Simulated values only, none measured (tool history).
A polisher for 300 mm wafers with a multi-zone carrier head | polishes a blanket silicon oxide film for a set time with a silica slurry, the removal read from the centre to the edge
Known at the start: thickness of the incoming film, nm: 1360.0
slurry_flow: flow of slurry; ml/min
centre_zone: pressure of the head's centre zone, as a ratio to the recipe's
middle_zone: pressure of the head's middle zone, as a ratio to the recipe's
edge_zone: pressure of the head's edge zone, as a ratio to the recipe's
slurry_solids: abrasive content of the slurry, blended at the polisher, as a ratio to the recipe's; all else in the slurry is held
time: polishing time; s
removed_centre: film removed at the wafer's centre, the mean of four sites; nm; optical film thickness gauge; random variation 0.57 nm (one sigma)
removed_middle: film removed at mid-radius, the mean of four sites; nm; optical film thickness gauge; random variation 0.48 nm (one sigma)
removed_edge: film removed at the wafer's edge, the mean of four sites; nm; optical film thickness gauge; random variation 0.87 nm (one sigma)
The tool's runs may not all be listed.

run,hour,slurry_flow,centre_zone,middle_zone,edge_zone,slurry_solids,time,removed_centre,removed_middle,removed_edge
1,0.0,195,1.00,1.00,1.00,1.00,32,100.710,100.670,98.436
2,7.9,195,1.00,1.00,1.07,1.00,32,102.340,101.310,100.780
3,12.3,195,1.00,1.00,1.07,1.00,38,119.730,120.650,120.680
4,16.1,195,1.00,1.00,1.07,1.00,41,130.120,130.560,130.160
5,17.2,185,0.97,0.95,1.03,0.85,38,106.290,106.090,109.640
6,25.7,185,1.00,0.95,1.03,0.85,38,112.310,105.730,109.860
7,32.0,175,0.96,0.92,0.99,0.75,36,93.177,90.386,95.380
8,39.7,165,0.94,0.89,0.95,0.65,35,80.536,77.686,82.238

Forecast run 9:
9,43.6,155,0.92,0.87,0.92,0.65,35,?,?,?

removed_centre: 78.851 nm
removed_middle: 75.223 nm
removed_edge: 82.494 nm

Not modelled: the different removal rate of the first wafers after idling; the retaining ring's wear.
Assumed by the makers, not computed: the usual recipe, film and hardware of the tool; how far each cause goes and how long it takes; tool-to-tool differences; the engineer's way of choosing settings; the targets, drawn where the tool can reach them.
